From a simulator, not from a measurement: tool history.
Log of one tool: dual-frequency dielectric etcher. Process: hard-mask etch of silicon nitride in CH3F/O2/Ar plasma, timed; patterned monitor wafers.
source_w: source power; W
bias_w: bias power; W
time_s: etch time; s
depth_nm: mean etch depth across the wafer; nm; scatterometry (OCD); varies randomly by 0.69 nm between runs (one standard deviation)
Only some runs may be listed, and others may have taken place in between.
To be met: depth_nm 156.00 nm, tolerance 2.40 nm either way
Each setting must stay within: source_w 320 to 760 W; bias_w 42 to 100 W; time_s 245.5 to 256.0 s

| run | hour | source_w | bias_w | time_s | depth_nm |
|---|---|---|---|---|---|
| 1 | 0.0 | 540 | 71 | 245.5 | 175.49 |
| 2 | 0.9 | 490 | 71 | 245.5 | 168.56 |
| 3 | 6.1 | 490 | 64 | 245.5 | 165.81 |
| 4 | 12.3 | 570 | 64 | 245.5 | 175.67 |
| 5 | 21.1 | 550 | 64 | 245.5 | 173.48 |
| 6 | 24.9 | 530 | 64 | 245.5 | 169.98 |
| 7 | 32.3 | 510 | 64 | 245.5 | 167.62 |
| 8 | 41.3 | 500 | 64 | 245.5 | 166.95 |
|  | 45.4 | source power generator calibrated |
| 9 | 45.4 | 500 | 64 | 245.5 | 168.43 |
| 10 | 48.6 | 480 | 63 | 245.5 | 165.42 |
| 11 | 52.4 | 470 | 63 | 245.5 | 163.69 |
| 12 | 54.3 | 460 | 63 | 245.5 | 162.78 |
| 13 | 56.7 | 450 | 63 | 245.5 | 163.18 |
| 14 | 58.8 | 440 | 63 | 245.5 | 160.59 |
| 15 | 64.1 | 430 | 63 | 245.5 | 159.11 |

Pick the move, out of 4, that brings all results within their allowed miss; only one does.
| A | 69.4 | 420 | 61 | 255.5 | ? |
| B | 69.4 | 430 | 48 | 255.5 | ? |
| C | 69.4 | 430 | 66 | 249.0 | ? |
| D | 69.4 | 420 | 66 | 256.0 | ? |

| move | depth_nm |
|---|---|
| A | 163.49 |
| B | 155.30 |
| C | 164.10 |
| D | 167.30 |
A: further off than the last run
B: each result inside its tolerance
C: further off than the last run
D: further off than the last run
The right move is B.
